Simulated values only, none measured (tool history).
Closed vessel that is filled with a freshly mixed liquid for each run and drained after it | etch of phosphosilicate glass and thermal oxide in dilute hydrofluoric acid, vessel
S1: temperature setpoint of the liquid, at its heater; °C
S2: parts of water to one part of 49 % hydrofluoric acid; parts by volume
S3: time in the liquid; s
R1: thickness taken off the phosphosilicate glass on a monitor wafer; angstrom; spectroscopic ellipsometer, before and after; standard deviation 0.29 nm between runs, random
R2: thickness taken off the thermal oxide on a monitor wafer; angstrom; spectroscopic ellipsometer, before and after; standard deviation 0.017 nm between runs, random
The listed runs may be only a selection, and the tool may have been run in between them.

run 1 hour=0.0 | S1=24.0 S2=180 S3=75 | R1=434.27 R2=16.248
run 2 hour=7.6 | S1=24.0 S2=180 S3=105 | R1=608.35 R2=22.948
run 3 hour=12.7 | S1=24.0 S2=150 S3=105 | R1=754.45 R2=27.846
run 4 hour=14.6 | S1=22.0 S2=175 S3=105 | R1=590.30 R2=21.822
run 5 hour=23.2 | S1=22.0 S2=175 S3=90 | R1=510.43 R2=18.178
run 6 hour=26.1 | S1=22.0 S2=220 S3=90 | R1=382.70 R2=14.586
run 7 hour=26.7 | S1=21.0 S2=225 S3=90 | R1=354.40 R2=13.153
run 8 hour=28.6 | S1=20.5 S2=230 S3=90 | R1=337.75 R2=12.638
run 9 hour=36.5 | S1=20.0 S2=230 S3=90 | R1=334.76 R2=12.492
run 10 hour=40.7 | S1=19.5 S2=230 S3=90 | R1=333.09 R2=12.412
run 11 hour=49.6 | S1=19.5 S2=230 S3=90 | R1=326.91 R2=12.379

The next listed run, before its measurement:
run 12 hour=50.6 | S1=19.0 S2=230 S3=90 | R1=? R2=?

{"run 12": {"R1": 321.85, "R2": 11.585}}
